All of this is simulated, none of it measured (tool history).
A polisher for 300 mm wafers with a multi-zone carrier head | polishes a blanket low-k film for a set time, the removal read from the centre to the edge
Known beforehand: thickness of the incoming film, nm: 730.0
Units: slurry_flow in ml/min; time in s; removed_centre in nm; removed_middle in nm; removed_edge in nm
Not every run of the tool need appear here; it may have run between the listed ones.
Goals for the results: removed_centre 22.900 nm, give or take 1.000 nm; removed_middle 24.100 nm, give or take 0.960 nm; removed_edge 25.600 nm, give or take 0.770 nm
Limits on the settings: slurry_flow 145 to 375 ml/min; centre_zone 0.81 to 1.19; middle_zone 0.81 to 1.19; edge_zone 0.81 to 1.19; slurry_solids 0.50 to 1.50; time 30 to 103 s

{"run": 1, "day": 0.0, "slurry_flow": 240, "centre_zone": 1.0, "middle_zone": 1.0, "edge_zone": 1.0, "slurry_solids": 1.0, "time": 66, "removed_centre": 30.607, "removed_middle": 30.682, "removed_edge": 30.441}
{"run": 2, "day": 0.238, "slurry_flow": 295, "centre_zone": 1.0, "middle_zone": 1.0, "edge_zone": 1.0, "slurry_solids": 1.0, "time": 66, "removed_centre": 30.861, "removed_middle": 31.423, "removed_edge": 30.422}
{"run": 3, "day": 0.496, "slurry_flow": 295, "centre_zone": 1.0, "middle_zone": 1.05, "edge_zone": 1.0, "slurry_solids": 1.0, "time": 66, "removed_centre": 30.396, "removed_middle": 32.753, "removed_edge": 31.017}
{"run": 4, "day": 0.862, "slurry_flow": 295, "centre_zone": 1.0, "middle_zone": 1.01, "edge_zone": 1.0, "slurry_solids": 1.0, "time": 66, "removed_centre": 31.338, "removed_middle": 31.686, "removed_edge": 30.765}
{"run": 5, "day": 0.975, "slurry_flow": 295, "centre_zone": 1.0, "middle_zone": 1.01, "edge_zone": 1.0, "slurry_solids": 1.15, "time": 66, "removed_centre": 32.629, "removed_middle": 33.579, "removed_edge": 32.559}
{"run": 6, "day": 1.35, "slurry_flow": 295, "centre_zone": 1.0, "middle_zone": 1.05, "edge_zone": 1.0, "slurry_solids": 1.15, "time": 66, "removed_centre": 33.113, "removed_middle": 34.037, "removed_edge": 32.953}
{"run": 7, "day": 1.417, "slurry_flow": 275, "centre_zone": 0.97, "middle_zone": 0.98, "edge_zone": 1.02, "slurry_solids": 1.0, "time": 65, "removed_centre": 29.135, "removed_middle": 31.018, "removed_edge": 30.713}
{"run": 8, "day": 1.454, "slurry_flow": 255, "centre_zone": 0.95, "middle_zone": 0.93, "edge_zone": 1.02, "slurry_solids": 0.9, "time": 64, "removed_centre": 26.514, "removed_middle": 26.998, "removed_edge": 28.686}
{"run": 9, "day": 1.688, "slurry_flow": 215, "centre_zone": 0.86, "middle_zone": 0.89, "edge_zone": 0.92, "slurry_solids": 0.8, "time": 64, "removed_centre": 21.435, "removed_middle": 24.139, "removed_edge": 24.975}

Exercise: of the 5 proposed moves below, exactly one satisfies all targets within the stated allowed misses. Which move is it?
{"run": "A", "day": 1.921, "slurry_flow": 215, "centre_zone": 0.96, "middle_zone": 0.96, "edge_zone": 0.85, "slurry_solids": 0.95, "time": 57, "removed_centre": "?", "removed_middle": "?", "removed_edge": "?"}
{"run": "B", "day": 1.921, "slurry_flow": 180, "centre_zone": 0.92, "middle_zone": 0.95, "edge_zone": 0.89, "slurry_solids": 0.75, "time": 66, "removed_centre": "?", "removed_middle": "?", "removed_edge": "?"}
{"run": "C", "day": 1.921, "slurry_flow": 265, "centre_zone": 0.95, "middle_zone": 0.89, "edge_zone": 0.86, "slurry_solids": 0.8, "time": 61, "removed_centre": "?", "removed_middle": "?", "removed_edge": "?"}
{"run": "D", "day": 1.921, "slurry_flow": 235, "centre_zone": 0.89, "middle_zone": 0.92, "edge_zone": 1.0, "slurry_solids": 1.05, "time": 55, "removed_centre": "?", "removed_middle": "?", "removed_edge": "?"}
{"run": "E", "day": 1.921, "slurry_flow": 185, "centre_zone": 1.03, "middle_zone": 0.82, "edge_zone": 0.82, "slurry_solids": 1.0, "time": 57, "removed_centre": "?", "removed_middle": "?", "removed_edge": "?"}

move=A removed_centre=24.489 removed_middle=24.544 removed_edge=23.279
move=B removed_centre=23.055 removed_middle=23.983 removed_edge=23.570
move=C removed_centre=24.142 removed_middle=22.907 removed_edge=23.149
move=D removed_centre=23.315 removed_middle=24.320 removed_edge=25.718
move=E removed_centre=26.385 removed_middle=21.686 removed_edge=23.232
A: the result that was furthest off in the last run now lies on the other side of its target
B: gets the furthest-off result to its target, but another result is out of tolerance
C: the result that was furthest off in the last run now lies on the other side of its target
D: all results in spec
E: the result that was furthest off in the last run now lies on the other side of its target
The move that meets every target is D.
